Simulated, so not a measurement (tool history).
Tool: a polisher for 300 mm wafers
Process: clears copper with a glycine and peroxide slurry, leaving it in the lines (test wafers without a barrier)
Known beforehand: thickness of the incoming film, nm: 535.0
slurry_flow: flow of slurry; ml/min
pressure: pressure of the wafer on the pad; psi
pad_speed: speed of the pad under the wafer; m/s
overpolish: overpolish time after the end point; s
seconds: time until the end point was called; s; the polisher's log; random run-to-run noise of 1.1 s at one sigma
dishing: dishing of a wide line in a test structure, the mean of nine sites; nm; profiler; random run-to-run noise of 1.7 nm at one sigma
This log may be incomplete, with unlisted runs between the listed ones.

{"run": 1, "hour": 0.0, "slurry_flow": 145, "pressure": 1.7, "pad_speed": 1.2, "overpolish": 28, "seconds": 106.93, "dishing": 65.536}
{"run": 2, "hour": 8.5, "slurry_flow": 145, "pressure": 2.1, "pad_speed": 1.2, "overpolish": 28, "seconds": 92.993, "dishing": 71.559}
{"run": 3, "hour": 11.1, "slurry_flow": 125, "pressure": 2.1, "pad_speed": 1.2, "overpolish": 28, "seconds": 94.967, "dishing": 68.143}
{"run": 4, "hour": 19.3, "slurry_flow": 135, "pressure": 2.2, "pad_speed": 1.2, "overpolish": 30, "seconds": 92.247, "dishing": 75.665}
{"run": 5, "hour": 27.2, "slurry_flow": 100, "pressure": 2.2, "pad_speed": 1.2, "overpolish": 30, "seconds": 96.93, "dishing": 73.951}
{"run": 6, "hour": 29.2, "slurry_flow": 100, "pressure": 2.2, "pad_speed": 0.98, "overpolish": 30, "seconds": 106.54, "dishing": 68.879}
{"run": 7, "hour": 33.5, "slurry_flow": 105, "pressure": 2.3, "pad_speed": 1.04, "overpolish": 31, "seconds": 100.13, "dishing": 72.231}
{"run": 8, "hour": 39.0, "slurry_flow": 110, "pressure": 2.4, "pad_speed": 1.1, "overpolish": 32, "seconds": 94.668, "dishing": 76.609}

What does the tool deliver on the next run?
{"run": 9, "hour": 41.8, "slurry_flow": 115, "pressure": 2.5, "pad_speed": 1.16, "overpolish": 33, "seconds": "?", "dishing": "?"}

{"run 9": {"seconds": 84.346, "dishing": 81.284}}
